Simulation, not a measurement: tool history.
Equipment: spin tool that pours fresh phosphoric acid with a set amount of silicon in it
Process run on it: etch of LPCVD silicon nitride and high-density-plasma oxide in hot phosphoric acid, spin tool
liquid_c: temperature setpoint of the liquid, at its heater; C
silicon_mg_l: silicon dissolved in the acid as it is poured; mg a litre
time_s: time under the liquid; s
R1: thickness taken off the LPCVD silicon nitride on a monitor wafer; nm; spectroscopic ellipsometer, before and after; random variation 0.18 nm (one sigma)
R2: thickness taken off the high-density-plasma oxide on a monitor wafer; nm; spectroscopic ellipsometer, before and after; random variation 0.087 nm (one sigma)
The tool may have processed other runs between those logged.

run 1 hour=0 | liquid_c=161 silicon_mg_l=14.5 time_s=180 | R1=16.309 R2=0.67458
run 2 hour=8 | liquid_c=161 silicon_mg_l=14.5 time_s=210 | R1=19.001 R2=0.83671
run 3 hour=13.8 | liquid_c=161 silicon_mg_l=6.5 time_s=210 | R1=18.928 R2=0.91098
run 4 hour=18.8 | liquid_c=162 silicon_mg_l=6 time_s=220 | R1=20.593 R2=1.1215
run 5 hour=22 | liquid_c=162 silicon_mg_l=11.5 time_s=220 | R1=20.649 R2=0.93548
run 6 hour=23.7 | liquid_c=160.5 silicon_mg_l=11.5 time_s=220 | R1=19.442 R2=0.88367

Forecast run 7:
run 7 hour=32.2 | liquid_c=161.5 silicon_mg_l=10 time_s=230 | R1=? R2=?

{"run 7": {"R1": 21.078, "R2": 1.0509}}

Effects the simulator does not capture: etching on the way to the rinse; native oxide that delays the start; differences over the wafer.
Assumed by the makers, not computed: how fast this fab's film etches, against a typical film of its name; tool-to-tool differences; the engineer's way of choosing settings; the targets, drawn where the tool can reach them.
